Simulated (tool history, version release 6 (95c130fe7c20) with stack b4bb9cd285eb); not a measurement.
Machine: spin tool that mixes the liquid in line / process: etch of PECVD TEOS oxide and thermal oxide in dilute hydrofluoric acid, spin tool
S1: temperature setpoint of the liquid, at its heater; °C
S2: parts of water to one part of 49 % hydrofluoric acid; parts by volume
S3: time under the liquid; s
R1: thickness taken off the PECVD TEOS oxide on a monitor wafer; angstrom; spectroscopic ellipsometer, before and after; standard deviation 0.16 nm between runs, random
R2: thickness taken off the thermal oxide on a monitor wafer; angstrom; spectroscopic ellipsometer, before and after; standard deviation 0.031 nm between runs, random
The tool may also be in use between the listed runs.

{"run": 1, "hour": 0.0, "S1": 25, "S2": 135, "S3": 140, "R1": 280.41, "R2": 52.573}
{"run": 2, "hour": 1.2, "S1": 25, "S2": 135, "S3": 195, "R1": 391.22, "R2": 72.204}
{"run": 3, "hour": 9.2, "S1": 25, "S2": 165, "S3": 195, "R1": 312.43, "R2": 56.532}
{"run": 4, "hour": 12.8, "S1": 25, "S2": 165, "S3": 175, "R1": 276.91, "R2": 51.978}
{"run": 5, "hour": 16.1, "S1": 25, "S2": 200, "S3": 175, "R1": 220.01, "R2": 41.062}
{"run": 6, "hour": 22.2, "S1": 23.5, "S2": 200, "S3": 175, "R1": 205.05, "R2": 38.651}
{"run": 7, "hour": 30.5, "S1": 22.5, "S2": 200, "S3": 175, "R1": 202.66, "R2": 37.496}

Predict the results of run 8:
{"run": 8, "hour": 34.8, "S1": 21.5, "S2": 200, "S3": 175, "R1": "?", "R2": "?"}

Run 8 yielded R1 193.92 angstrom, R2 36.175 angstrom.
